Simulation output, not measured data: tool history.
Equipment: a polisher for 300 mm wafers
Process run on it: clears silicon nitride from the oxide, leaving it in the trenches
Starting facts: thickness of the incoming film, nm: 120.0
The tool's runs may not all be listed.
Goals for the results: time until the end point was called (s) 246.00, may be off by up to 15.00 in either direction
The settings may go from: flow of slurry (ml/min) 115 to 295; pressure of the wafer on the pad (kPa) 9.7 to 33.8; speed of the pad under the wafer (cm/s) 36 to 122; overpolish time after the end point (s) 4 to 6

run    day  flow of slurry (ml/min)  pressure of the wafer on the pad (kPa)  speed of the pad under the wafer (cm/s)  overpolish time after the end point (s)  time until the end point was called (s)
  1  0.000                      190                                    21.4                                       78                                        6                                   179.68
  2  0.029                      190                                    19.3                                       78                                        6                                   195.90
  3  0.233                      190                                    17.9                                       78                                        6                                   200.41
  4  0.262                      190                                    16.5                                       78                                        6                                   218.25
  5  0.467                      190                                    15.9                                       78                                        6                                   217.35
     0.604  -- slurry nozzle cleaned
  6  0.604                      190                                    15.2                                       78                                        6                                   222.32
  7  0.879                      190                                    14.5                                       78                                        6                                   218.25
  8  0.971                      190                                    14.5                                       78                                        6                                   227.88
  9  1.329                      190                                    13.8                                       78                                        6                                   227.53

4 next moves are on the table. One of them brings every result within its allowed miss. Which?
  A  1.688                      280                                    10.3                                       80                                        6                                        ?
  B  1.688                      150                                    20.7                                       68                                        6                                        ?
  C  1.688                      235                                    20.0                                       70                                        4                                        ?
  D  1.688                      205                                    12.4                                       94                                        4                                        ?

move  time until the end point was called (s)
   A                                   248.89
   B                                   218.97
   C                                   202.78
   D                                   202.32
A: all results in spec
B: its largest miss is bigger than the last run's
C: its largest miss is bigger than the last run's
D: its largest miss is bigger than the last run's
A meets every target.
